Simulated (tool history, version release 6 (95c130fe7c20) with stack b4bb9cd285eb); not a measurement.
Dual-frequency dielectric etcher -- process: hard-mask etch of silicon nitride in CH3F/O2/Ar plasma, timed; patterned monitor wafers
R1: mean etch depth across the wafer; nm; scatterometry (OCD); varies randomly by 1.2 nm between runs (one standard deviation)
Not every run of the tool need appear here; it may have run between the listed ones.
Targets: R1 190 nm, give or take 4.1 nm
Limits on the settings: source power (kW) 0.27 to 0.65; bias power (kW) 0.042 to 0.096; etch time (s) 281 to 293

run 1 hour=0 | source_power_(kW)=0.46 bias_power_(kW)=0.069 etch_time_(s)=281 | R1=206.74
run 2 hour=7.6 | source_power_(kW)=0.54 bias_power_(kW)=0.069 etch_time_(s)=281 | R1=224.86
run 3 hour=8.9 | source_power_(kW)=0.54 bias_power_(kW)=0.064 etch_time_(s)=281 | R1=216.42
run 4 hour=16.6 | source_power_(kW)=0.52 bias_power_(kW)=0.064 etch_time_(s)=281 | R1=213.88
run 5 hour=19.6 | source_power_(kW)=0.5 bias_power_(kW)=0.063 etch_time_(s)=281 | R1=209.25
run 6 hour=23.6 | source_power_(kW)=0.5 bias_power_(kW)=0.054 etch_time_(s)=281 | R1=200.81
run 7 hour=24.9 | source_power_(kW)=0.49 bias_power_(kW)=0.054 etch_time_(s)=281 | R1=199.26
run 8 hour=25.9 | source_power_(kW)=0.48 bias_power_(kW)=0.054 etch_time_(s)=281 | R1=196.76
run 9 hour=33.9 | source_power_(kW)=0.47 bias_power_(kW)=0.054 etch_time_(s)=281 | R1=195.46
run 10 hour=35.4 | source_power_(kW)=0.47 bias_power_(kW)=0.054 etch_time_(s)=281 | R1=194.13
run 11 hour=39.1 | source_power_(kW)=0.46 bias_power_(kW)=0.054 etch_time_(s)=281 | R1=194.62

Pick the move, out of 5, that brings all results within their allowed miss; only one does.
run A hour=42.8 | source_power_(kW)=0.46 bias_power_(kW)=0.058 etch_time_(s)=281 | R1=?
run B hour=42.8 | source_power_(kW)=0.37 bias_power_(kW)=0.068 etch_time_(s)=292 | R1=?
run C hour=42.8 | source_power_(kW)=0.45 bias_power_(kW)=0.047 etch_time_(s)=289 | R1=?
run D hour=42.8 | source_power_(kW)=0.44 bias_power_(kW)=0.061 etch_time_(s)=284.5 | R1=?
run E hour=42.8 | source_power_(kW)=0.53 bias_power_(kW)=0.048 etch_time_(s)=283.5 | R1=?

move=A R1=198.9
move=B R1=198.33
move=C R1=192
move=D R1=200.61
move=E R1=202.19
A: moves away from the targets compared with the last run
B: moves away from the targets compared with the last run
C: all results in spec
D: moves away from the targets compared with the last run
E: moves away from the targets compared with the last run
The right move is C.
